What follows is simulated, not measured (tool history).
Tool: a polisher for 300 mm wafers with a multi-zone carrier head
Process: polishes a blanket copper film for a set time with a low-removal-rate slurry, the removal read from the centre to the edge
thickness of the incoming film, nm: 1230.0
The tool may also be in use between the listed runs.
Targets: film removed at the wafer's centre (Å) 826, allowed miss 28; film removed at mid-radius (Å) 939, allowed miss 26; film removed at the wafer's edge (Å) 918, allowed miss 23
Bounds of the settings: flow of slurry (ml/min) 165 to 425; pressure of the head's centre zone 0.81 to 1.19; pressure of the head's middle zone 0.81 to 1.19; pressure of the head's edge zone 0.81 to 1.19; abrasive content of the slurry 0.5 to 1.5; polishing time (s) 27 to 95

run	hour	flow of slurry (ml/min)	pressure of the head's centre zone	pressure of the head's middle zone	pressure of the head's edge zone	abrasive content of the slurry	polishing time (s)	film removed at the wafer's centre (Å)	film removed at mid-radius (Å)	film removed at the wafer's edge (Å)
1	0	275	1	1	1	1	61	1799	1763.1	1872.2
2	7.6	275	1	1	1	1	48	1388.4	1398.6	1478.9
3	16.6	270	0.98	1	0.97	0.9	44	1254.7	1252.6	1301
4	21.1	260	0.94	1.01	0.96	0.8	42	1088.9	1179.9	1200.3
5	22.4	260	0.94	1.01	0.96	0.95	42	1132	1235.3	1223.1
6	31.4	260	0.94	1.06	0.96	0.95	42	1121.3	1270.2	1238.8
7	37.7	250	0.91	1.03	0.93	0.85	41	1037.4	1161	1157.3
8	40.5	250	0.9	1.03	0.91	0.75	40	988.3	1087.2	1095.8
9	42.5	245	0.89	1.04	0.89	0.7	39	918.83	1079.4	1029
10	50.3	240	0.88	1.02	0.87	0.65	39	908.77	1032	1009.7
11	52.7	225	0.84	1.02	0.81	0.5	36	744.41	896.6	850.57
# hour 56.8: slurry nozzle cleaned
12	56.8	245	0.85	1.02	0.82	0.5	36	820.2	975.27	895.18

4 next moves are on the table. One of them brings every result within its allowed miss. Which?
A	60.9	165	0.99	0.96	0.89	0.6	36	?	?	?
B	60.9	260	0.82	1.06	0.86	0.5	37	?	?	?
C	60.9	190	0.9	1.04	0.91	0.55	36	?	?	?
D	60.9	205	0.9	0.87	0.84	0.5	39	?	?	?

move	film removed at the wafer's centre (Å)	film removed at mid-radius (Å)	film removed at the wafer's edge (Å)
A	896.5	889.66	920.37
B	801.13	1023.1	950.11
C	826.94	953.03	932.28
D	891.92	906.58	968.11
A: takes the result that was furthest off past its target
B: further off than the last run
C: meets every target
D: takes the result that was furthest off past its target
The right move is C.
